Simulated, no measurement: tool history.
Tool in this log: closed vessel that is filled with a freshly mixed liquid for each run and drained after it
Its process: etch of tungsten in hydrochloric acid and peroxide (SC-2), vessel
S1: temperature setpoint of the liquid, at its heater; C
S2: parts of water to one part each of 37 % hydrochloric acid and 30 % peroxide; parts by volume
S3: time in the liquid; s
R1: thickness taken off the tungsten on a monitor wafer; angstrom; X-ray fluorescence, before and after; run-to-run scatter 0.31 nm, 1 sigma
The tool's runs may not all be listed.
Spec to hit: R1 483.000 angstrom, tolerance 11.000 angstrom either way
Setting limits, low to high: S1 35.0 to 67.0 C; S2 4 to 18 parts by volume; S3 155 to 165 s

{"run": 1, "hour": 0.0, "S1": 51.0, "S2": 10, "S3": 155, "R1": 271.86}
{"run": 2, "hour": 3.1, "S1": 44.0, "S2": 10, "S3": 155, "R1": 167.71}
{"run": 3, "hour": 10.2, "S1": 44.0, "S2": 10, "S3": 165, "R1": 180.49}
{"run": 4, "hour": 14.8, "S1": 39.5, "S2": 10, "S3": 165, "R1": 130.03}
{"run": 5, "hour": 21.9, "S1": 35.5, "S2": 10, "S3": 165, "R1": 98.388}
{"run": 6, "hour": 23.3, "S1": 35.0, "S2": 10, "S3": 165, "R1": 95.299}
{"run": 7, "hour": 28.3, "S1": 41.0, "S2": 10, "S3": 165, "R1": 145.39}
{"run": 8, "hour": 35.4, "S1": 45.5, "S2": 10, "S3": 165, "R1": 198.08}
{"run": 9, "hour": 40.4, "S1": 45.5, "S2": 10, "S3": 165, "R1": 198.8}
{"run": 10, "hour": 48.4, "S1": 49.0, "S2": 10, "S3": 165, "R1": 255.56}
{"run": 11, "hour": 52.3, "S1": 49.0, "S2": 10, "S3": 165, "R1": 254.96}
{"run": 12, "hour": 55.7, "S1": 51.5, "S2": 10, "S3": 165, "R1": 297.1}
{"run": 13, "hour": 61.4, "S1": 53.5, "S2": 10, "S3": 165, "R1": 344.95}
{"run": 14, "hour": 66.8, "S1": 55.0, "S2": 10, "S3": 165, "R1": 378.4}
{"run": 15, "hour": 69.0, "S1": 56.0, "S2": 10, "S3": 165, "R1": 404.49}
{"run": 16, "hour": 75.5, "S1": 56.5, "S2": 10, "S3": 165, "R1": 417.35}
{"run": 17, "hour": 81.2, "S1": 57.0, "S2": 10, "S3": 165, "R1": 427.28}
{"run": 18, "hour": 88.1, "S1": 57.5, "S2": 10, "S3": 165, "R1": 439.26}
{"run": 19, "hour": 91.2, "S1": 58.0, "S2": 10, "S3": 165, "R1": 456.8}
{"run": 20, "hour": 97.2, "S1": 58.5, "S2": 10, "S3": 165, "R1": 470.54}

Pick the move, out of 4, that brings all results within their allowed miss; only one does.
{"run": "A", "hour": 103.2, "S1": 61.5, "S2": 12, "S3": 155, "R1": "?"}
{"run": "B", "hour": 103.2, "S1": 55.5, "S2": 7, "S3": 155, "R1": "?"}
{"run": "C", "hour": 103.2, "S1": 57.0, "S2": 9, "S3": 160, "R1": "?"}
{"run": "D", "hour": 103.2, "S1": 59.5, "S2": 11, "S3": 165, "R1": "?"}

move=A R1=456.060
move=B R1=485.230
move=C R1=451.220
move=D R1=461.350
A: moves away from the targets compared with the last run
B: in spec on every target
C: moves away from the targets compared with the last run
D: moves away from the targets compared with the last run
Correct choice: B, which meets every target

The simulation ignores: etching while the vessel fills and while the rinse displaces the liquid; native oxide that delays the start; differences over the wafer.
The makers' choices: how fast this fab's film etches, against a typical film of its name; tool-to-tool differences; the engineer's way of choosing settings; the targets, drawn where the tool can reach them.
